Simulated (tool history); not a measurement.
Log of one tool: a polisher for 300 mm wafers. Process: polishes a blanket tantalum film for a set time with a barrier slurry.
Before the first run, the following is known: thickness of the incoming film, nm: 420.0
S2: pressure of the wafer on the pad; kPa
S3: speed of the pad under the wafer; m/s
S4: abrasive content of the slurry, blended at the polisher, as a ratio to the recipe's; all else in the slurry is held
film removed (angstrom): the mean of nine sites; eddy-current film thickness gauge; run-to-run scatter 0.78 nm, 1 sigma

run 1 hour=0.0 | flow_of_slurry_(ml/min)=225 S2=17.2 S3=0.78 S4=1.00 polishing_time_(s)=51 | film_removed_(angstrom)=691.52
run 2 hour=4.7 | flow_of_slurry_(ml/min)=225 S2=17.2 S3=0.78 S4=1.15 polishing_time_(s)=51 | film_removed_(angstrom)=716.30
run 3 hour=8.9 | flow_of_slurry_(ml/min)=230 S2=18.6 S3=0.78 S4=1.15 polishing_time_(s)=51 | film_removed_(angstrom)=757.57
run 4 hour=14.6 | flow_of_slurry_(ml/min)=230 S2=18.6 S3=0.78 S4=1.15 polishing_time_(s)=51 | film_removed_(angstrom)=757.26
run 5 hour=16.7 | flow_of_slurry_(ml/min)=230 S2=18.6 S3=0.78 S4=1.00 polishing_time_(s)=51 | film_removed_(angstrom)=732.48
run 6 hour=19.3 | flow_of_slurry_(ml/min)=230 S2=20.0 S3=0.78 S4=1.00 polishing_time_(s)=51 | film_removed_(angstrom)=777.77
run 7 hour=24.2 | flow_of_slurry_(ml/min)=230 S2=20.0 S3=0.78 S4=1.00 polishing_time_(s)=51 | film_removed_(angstrom)=786.06
run 8 hour=32.2 | flow_of_slurry_(ml/min)=230 S2=21.4 S3=0.78 S4=1.00 polishing_time_(s)=51 | film_removed_(angstrom)=802.90
run 9 hour=33.6 | flow_of_slurry_(ml/min)=240 S2=22.8 S3=0.78 S4=1.00 polishing_time_(s)=51 | film_removed_(angstrom)=848.06
run 10 hour=40.3 | flow_of_slurry_(ml/min)=240 S2=24.1 S3=0.78 S4=1.00 polishing_time_(s)=51 | film_removed_(angstrom)=895.68
run 11 hour=48.3 | flow_of_slurry_(ml/min)=240 S2=24.8 S3=0.78 S4=1.00 polishing_time_(s)=51 | film_removed_(angstrom)=905.42

Run 12, settings as shown, results not yet in. Your forecast:
run 12 hour=51.7 | flow_of_slurry_(ml/min)=240 S2=25.5 S3=0.78 S4=1.00 polishing_time_(s)=51 | film_removed_(angstrom)=?

film removed (angstrom): 933.00
